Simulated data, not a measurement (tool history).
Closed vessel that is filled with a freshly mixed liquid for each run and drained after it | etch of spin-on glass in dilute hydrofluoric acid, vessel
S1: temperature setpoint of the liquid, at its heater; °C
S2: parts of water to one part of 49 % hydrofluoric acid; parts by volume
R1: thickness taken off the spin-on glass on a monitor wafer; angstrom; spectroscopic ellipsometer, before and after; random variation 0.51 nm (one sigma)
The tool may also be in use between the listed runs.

{"run": 1, "day": 0.0, "S1": 24.0, "S2": 280, "time in the liquid (s)": 470, "R1": 612.68}
{"run": 2, "day": 0.029, "S1": 24.0, "S2": 235, "time in the liquid (s)": 470, "R1": 760.87}
{"run": 3, "day": 0.079, "S1": 24.5, "S2": 235, "time in the liquid (s)": 470, "R1": 776.24}
{"run": 4, "day": 0.138, "S1": 25.0, "S2": 235, "time in the liquid (s)": 470, "R1": 803.44}
{"run": 5, "day": 0.192, "S1": 25.0, "S2": 235, "time in the liquid (s)": 470, "R1": 794.1}
{"run": 6, "day": 0.479, "S1": 25.5, "S2": 235, "time in the liquid (s)": 470, "R1": 803.99}
{"run": 7, "day": 0.708, "S1": 26.0, "S2": 235, "time in the liquid (s)": 470, "R1": 818.3}

Forecast run 8:
{"run": 8, "day": 0.862, "S1": 26.5, "S2": 235, "time in the liquid (s)": 470, "R1": "?"}

{"run 8": {"R1": 833.8}}

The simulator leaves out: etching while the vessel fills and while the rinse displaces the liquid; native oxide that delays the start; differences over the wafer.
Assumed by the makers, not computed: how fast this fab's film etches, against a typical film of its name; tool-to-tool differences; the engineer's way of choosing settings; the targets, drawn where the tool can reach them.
